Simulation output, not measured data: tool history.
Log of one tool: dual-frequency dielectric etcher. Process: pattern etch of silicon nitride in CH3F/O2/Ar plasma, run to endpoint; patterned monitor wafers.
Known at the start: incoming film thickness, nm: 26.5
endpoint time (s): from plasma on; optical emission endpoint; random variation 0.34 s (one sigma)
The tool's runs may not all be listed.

| run | day | source power (kW) | bias power (kW) | endpoint time (s) |
|---|---|---|---|---|
| 1 | 0.000 | 0.500 | 0.058 | 44.168 |
| 2 | 0.258 | 0.500 | 0.049 | 46.698 |
| 3 | 0.529 | 0.490 | 0.049 | 46.788 |
| 4 | 0.775 | 0.490 | 0.058 | 45.118 |
| 5 | 1.117 | 0.480 | 0.057 | 45.985 |
| 6 | 1.229 | 0.530 | 0.057 | 42.990 |
|  | 1.562 | wet clean of the chamber |
| 7 | 1.562 | 0.510 | 0.057 | 41.946 |
| 8 | 1.850 | 0.500 | 0.057 | 42.689 |

Forecast run 9:
| 9 | 2.192 | 0.480 | 0.057 | ? |

Run 9 gave endpoint time (s) 43.905.
